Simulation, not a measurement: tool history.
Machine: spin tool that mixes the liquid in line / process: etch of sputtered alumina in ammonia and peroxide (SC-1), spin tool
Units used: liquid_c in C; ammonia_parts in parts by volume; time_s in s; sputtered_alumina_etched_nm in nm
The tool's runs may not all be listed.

| run | day | liquid_c | ammonia_parts | time_s | sputtered_alumina_etched_nm |
|---|---|---|---|---|---|
| 1 | 0 | 52 | 0.65 | 260 | 15.558 |
| 2 | 0.075 | 50.5 | 0.65 | 260 | 14.401 |
| 3 | 0.392 | 49 | 0.65 | 260 | 13.23 |
| 4 | 0.471 | 54.5 | 0.65 | 260 | 17.889 |
| 5 | 0.733 | 50 | 0.65 | 260 | 14.001 |
| 6 | 1.083 | 48.5 | 0.65 | 260 | 12.814 |
| 7 | 1.325 | 47.5 | 0.65 | 260 | 12.094 |
| 8 | 1.658 | 46.5 | 0.65 | 260 | 11.333 |
| 9 | 1.792 | 45.5 | 0.65 | 260 | 10.777 |
| 10 | 2.042 | 45 | 0.65 | 260 | 10.479 |
| 11 | 2.208 | 44.5 | 0.65 | 260 | 10.407 |
|  | 2.421 | new drum of ammonia solution connected |
| 12 | 2.421 | 44 | 0.65 | 260 | 10.012 |
| 13 | 2.458 | 43.5 | 0.65 | 260 | 9.7686 |
| 14 | 2.621 | 43 | 0.65 | 260 | 9.4786 |

Estimate the outcome of run 15 from the log above:
| 15 | 2.858 | 42.5 | 0.65 | 260 | ? |

{"run 15": {"sputtered_alumina_etched_nm": 9.2523}}
